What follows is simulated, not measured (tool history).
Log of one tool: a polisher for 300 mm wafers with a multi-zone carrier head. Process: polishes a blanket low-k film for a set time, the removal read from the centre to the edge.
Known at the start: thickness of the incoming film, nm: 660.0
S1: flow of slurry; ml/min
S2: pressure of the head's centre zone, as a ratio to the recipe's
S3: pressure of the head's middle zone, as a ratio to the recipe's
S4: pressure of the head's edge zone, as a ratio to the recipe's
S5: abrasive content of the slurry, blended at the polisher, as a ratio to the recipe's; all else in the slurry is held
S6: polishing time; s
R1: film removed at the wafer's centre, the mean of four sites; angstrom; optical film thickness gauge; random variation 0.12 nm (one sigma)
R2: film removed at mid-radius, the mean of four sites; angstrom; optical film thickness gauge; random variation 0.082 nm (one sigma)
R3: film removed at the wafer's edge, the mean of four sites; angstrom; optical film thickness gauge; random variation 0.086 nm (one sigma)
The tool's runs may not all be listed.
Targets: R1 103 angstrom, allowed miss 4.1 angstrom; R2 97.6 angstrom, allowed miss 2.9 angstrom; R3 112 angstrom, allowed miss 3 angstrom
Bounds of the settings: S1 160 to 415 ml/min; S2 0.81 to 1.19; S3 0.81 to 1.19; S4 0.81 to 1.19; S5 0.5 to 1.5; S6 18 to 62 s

| run | hour | S1 | S2 | S3 | S4 | S5 | S6 | R1 | R2 | R3 |
|---|---|---|---|---|---|---|---|---|---|---|
| 1 | 0 | 265 | 1 | 1 | 1 | 1 | 40 | 140.48 | 141.73 | 141.95 |
| 2 | 4.3 | 260 | 0.99 | 0.97 | 0.99 | 0.95 | 40 | 140.94 | 136.95 | 140.32 |
| 3 | 8.8 | 260 | 0.99 | 0.97 | 0.93 | 0.95 | 40 | 142.19 | 135.56 | 134.64 |
| 4 | 15.3 | 260 | 0.99 | 0.97 | 0.93 | 0.95 | 36 | 125.99 | 123.26 | 121.88 |
| 5 | 16.9 | 255 | 0.97 | 0.95 | 0.93 | 0.9 | 36 | 121.15 | 121.43 | 118.52 |
| 6 | 24.2 | 255 | 0.89 | 0.95 | 0.93 | 0.9 | 36 | 113.45 | 119.77 | 118.53 |
| 7 | 31.1 | 250 | 0.89 | 0.93 | 0.95 | 0.85 | 36 | 112.5 | 115.82 | 117.12 |
| 8 | 36.8 | 245 | 0.88 | 0.91 | 0.96 | 0.8 | 36 | 107.09 | 112.35 | 115.98 |

Which of these 4 next moves meets every target?
| A | 42.5 | 225 | 0.94 | 0.84 | 0.89 | 0.65 | 38 | ? | ? | ? |
| B | 42.5 | 185 | 0.89 | 0.81 | 1.14 | 0.7 | 37 | ? | ? | ? |
| C | 42.5 | 170 | 0.94 | 0.84 | 0.89 | 0.7 | 38 | ? | ? | ? |
| D | 42.5 | 245 | 0.94 | 0.85 | 1.08 | 0.75 | 33 | ? | ? | ? |

| move | R1 | R2 | R3 |
|---|---|---|---|
| A | 112.1 | 104.19 | 110.72 |
| B | 104.63 | 99.869 | 122.62 |
| C | 111.07 | 103.59 | 110.91 |
| D | 102.73 | 95.954 | 110.96 |
A: nearer than the last run, and not there yet
B: brings the result that was furthest off to its target, and leaves another outside
C: nearer than the last run, and not there yet
D: meets every target
Answer: D
